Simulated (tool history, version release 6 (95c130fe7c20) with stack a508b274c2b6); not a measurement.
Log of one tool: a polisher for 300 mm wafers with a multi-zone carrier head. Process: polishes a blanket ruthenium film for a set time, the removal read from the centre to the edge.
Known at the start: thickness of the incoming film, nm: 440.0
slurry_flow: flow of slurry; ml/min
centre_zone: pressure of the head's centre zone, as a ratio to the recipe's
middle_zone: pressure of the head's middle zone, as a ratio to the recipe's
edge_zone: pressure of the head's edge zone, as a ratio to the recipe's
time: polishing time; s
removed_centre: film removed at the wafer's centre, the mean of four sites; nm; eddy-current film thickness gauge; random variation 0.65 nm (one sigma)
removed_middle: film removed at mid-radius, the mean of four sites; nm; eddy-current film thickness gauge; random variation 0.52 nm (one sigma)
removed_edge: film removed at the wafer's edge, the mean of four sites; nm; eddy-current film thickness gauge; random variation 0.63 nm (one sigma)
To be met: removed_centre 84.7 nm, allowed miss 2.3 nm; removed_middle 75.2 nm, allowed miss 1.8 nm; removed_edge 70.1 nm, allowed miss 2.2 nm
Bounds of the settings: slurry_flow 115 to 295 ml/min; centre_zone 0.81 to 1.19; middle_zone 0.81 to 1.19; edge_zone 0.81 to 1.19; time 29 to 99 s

{"run": 1, "hour": 0.0, "slurry_flow": 190, "centre_zone": 1, "middle_zone": 1, "edge_zone": 1, "time": 64, "removed_centre": 63.95, "removed_middle": 63.506, "removed_edge": 62.138}
{"run": 2, "hour": 4.6, "slurry_flow": 190, "centre_zone": 0.96, "middle_zone": 1, "edge_zone": 1, "time": 64, "removed_centre": 61.484, "removed_middle": 63.986, "removed_edge": 62.245}
{"run": 3, "hour": 12.6, "slurry_flow": 210, "centre_zone": 1.02, "middle_zone": 1.03, "edge_zone": 1.02, "time": 65, "removed_centre": 68.663, "removed_middle": 66.22, "removed_edge": 64.881}
{"run": 4, "hour": 15.7, "slurry_flow": 240, "centre_zone": 1.02, "middle_zone": 1.03, "edge_zone": 1.02, "time": 65, "removed_centre": 68.382, "removed_middle": 68.723, "removed_edge": 64.454}
{"run": 5, "hour": 18.2, "slurry_flow": 240, "centre_zone": 1.02, "middle_zone": 1.03, "edge_zone": 1.02, "time": 53, "removed_centre": 56.241, "removed_middle": 55.969, "removed_edge": 53.235}
{"run": 6, "hour": 22.0, "slurry_flow": 240, "centre_zone": 1.02, "middle_zone": 1.03, "edge_zone": 1.08, "time": 53, "removed_centre": 56.681, "removed_middle": 56.33, "removed_edge": 55.437}
{"run": 7, "hour": 29.8, "slurry_flow": 240, "centre_zone": 1.02, "middle_zone": 1.03, "edge_zone": 1.08, "time": 53, "removed_centre": 55.977, "removed_middle": 55.68, "removed_edge": 55.156}
{"run": 8, "hour": 31.8, "slurry_flow": 245, "centre_zone": 1.06, "middle_zone": 1.06, "edge_zone": 1.09, "time": 57, "removed_centre": 61.85, "removed_middle": 61.513, "removed_edge": 59.807}
{"run": 9, "hour": 33.8, "slurry_flow": 255, "centre_zone": 1.1, "middle_zone": 1.06, "edge_zone": 1.07, "time": 60, "removed_centre": 68.393, "removed_middle": 64.84, "removed_edge": 61.889}
{"run": 10, "hour": 40.2, "slurry_flow": 260, "centre_zone": 1.12, "middle_zone": 1.07, "edge_zone": 1.07, "time": 62, "removed_centre": 71.839, "removed_middle": 67.519, "removed_edge": 63.428}
{"run": 11, "hour": 42.4, "slurry_flow": 265, "centre_zone": 1.14, "middle_zone": 1.07, "edge_zone": 1.07, "time": 64, "removed_centre": 75.134, "removed_middle": 70.968, "removed_edge": 65.875}
{"run": 12, "hour": 47.1, "slurry_flow": 265, "centre_zone": 1.15, "middle_zone": 1.06, "edge_zone": 1.07, "time": 65, "removed_centre": 76.882, "removed_middle": 69.793, "removed_edge": 67.458}

Which of these 5 next moves meets every target?
{"run": "A", "hour": 51.8, "slurry_flow": 240, "centre_zone": 1.1, "middle_zone": 0.97, "edge_zone": 1.12, "time": 60, "removed_centre": "?", "removed_middle": "?", "removed_edge": "?"}
{"run": "B", "hour": 51.8, "slurry_flow": 255, "centre_zone": 0.98, "middle_zone": 1.19, "edge_zone": 1.17, "time": 66, "removed_centre": "?", "removed_middle": "?", "removed_edge": "?"}
{"run": "C", "hour": 51.8, "slurry_flow": 255, "centre_zone": 1.19, "middle_zone": 1.15, "edge_zone": 0.97, "time": 65, "removed_centre": "?", "removed_middle": "?", "removed_edge": "?"}
{"run": "D", "hour": 51.8, "slurry_flow": 280, "centre_zone": 1.09, "middle_zone": 1.05, "edge_zone": 1.11, "time": 60, "removed_centre": "?", "removed_middle": "?", "removed_edge": "?"}
{"run": "E", "hour": 51.8, "slurry_flow": 295, "centre_zone": 1.17, "middle_zone": 1.04, "edge_zone": 1.02, "time": 69, "removed_centre": "?", "removed_middle": "?", "removed_edge": "?"}

move=A removed_centre=67.911 removed_middle=60.254 removed_edge=62.439
move=B removed_centre=68.347 removed_middle=79.536 removed_edge=70.435
move=C removed_centre=79.514 removed_middle=76.003 removed_edge=63.215
move=D removed_centre=68.778 removed_middle=65.602 removed_edge=62.938
move=E removed_centre=84.594 removed_middle=75.221 removed_edge=69.692
A: further off than the last run
B: further off than the last run
C: nearer than the last run, and not there yet
D: further off than the last run
E: meets every target
Answer: E
